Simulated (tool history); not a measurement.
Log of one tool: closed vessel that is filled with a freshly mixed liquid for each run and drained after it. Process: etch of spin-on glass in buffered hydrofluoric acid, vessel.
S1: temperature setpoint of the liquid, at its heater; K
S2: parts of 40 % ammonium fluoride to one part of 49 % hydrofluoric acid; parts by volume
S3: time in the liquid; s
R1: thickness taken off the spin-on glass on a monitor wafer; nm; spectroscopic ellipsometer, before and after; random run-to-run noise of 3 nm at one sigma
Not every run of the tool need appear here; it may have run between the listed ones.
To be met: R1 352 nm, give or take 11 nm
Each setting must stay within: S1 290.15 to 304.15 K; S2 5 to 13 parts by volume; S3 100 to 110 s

Run 1, hour 0: S1 296.15 K, S2 8 parts by volume, S3 100 s. Result: R1 241.19 nm.
Run 2, hour 7.5: S1 293.65 K, S2 8 parts by volume, S3 100 s. Result: R1 210.95 nm.
Run 3, hour 12.6: S1 295.65 K, S2 8 parts by volume, S3 100 s. Result: R1 239.07 nm.
Run 4, hour 21: S1 297.15 K, S2 8 parts by volume, S3 100 s. Result: R1 258.6 nm.
Run 5, hour 29.1: S1 298.65 K, S2 8 parts by volume, S3 100 s. Result: R1 280.98 nm.
Run 6, hour 31.6: S1 296.65 K, S2 8 parts by volume, S3 100 s. Result: R1 249.75 nm.
Run 7, hour 37.1: S1 298.15 K, S2 8 parts by volume, S3 100 s. Result: R1 271.2 nm.
Run 8, hour 44.3: S1 299.15 K, S2 8 parts by volume, S3 100 s. Result: R1 283.62 nm.
Run 9, hour 50.1: S1 300.15 K, S2 8 parts by volume, S3 100 s. Result: R1 300.11 nm.
Run 10, hour 59: S1 300.65 K, S2 8 parts by volume, S3 100 s. Result: R1 303.35 nm.
Run 11, hour 68: S1 301.15 K, S2 8 parts by volume, S3 100 s. Result: R1 312.85 nm.
Run 12, hour 72.7: S1 301.65 K, S2 8 parts by volume, S3 100 s. Result: R1 325.6 nm.
Run 13, hour 77.5: S1 302.15 K, S2 8 parts by volume, S3 100 s. Result: R1 337.26 nm.
At hour 84.3: hydrofluoric acid flow meter replaced.
Run 14, hour 84.3: S1 302.65 K, S2 8 parts by volume, S3 100 s. Result: R1 324.16 nm.
Run 15, hour 90.4: S1 304.15 K, S2 7.5 parts by volume, S3 100 s. Result: R1 375.54 nm.
Run 16, hour 95.4: S1 303.65 K, S2 7.5 parts by volume, S3 100 s. Result: R1 365.82 nm.

4 next moves are on the table. One of them brings every result within its allowed miss. Which?
Run A, hour 100.4: S1 304.15 K, S2 8 parts by volume, S3 100 s. Result: R1 ?.
Run B, hour 100.4: S1 301.15 K, S2 7.5 parts by volume, S3 100 s. Result: R1 ?.
Run C, hour 100.4: S1 301.65 K, S2 7.5 parts by volume, S3 100 s. Result: R1 ?.
Run D, hour 100.4: S1 304.15 K, S2 9 parts by volume, S3 105 s. Result: R1 ?.

move      R1
   A  351.24
   B  321.68
   C  330.31
   D  324.63
A: all results in spec
B: the result that was furthest off in the last run now lies on the other side of its target
C: the result that was furthest off in the last run now lies on the other side of its target
D: the result that was furthest off in the last run now lies on the other side of its target
A meets every target.

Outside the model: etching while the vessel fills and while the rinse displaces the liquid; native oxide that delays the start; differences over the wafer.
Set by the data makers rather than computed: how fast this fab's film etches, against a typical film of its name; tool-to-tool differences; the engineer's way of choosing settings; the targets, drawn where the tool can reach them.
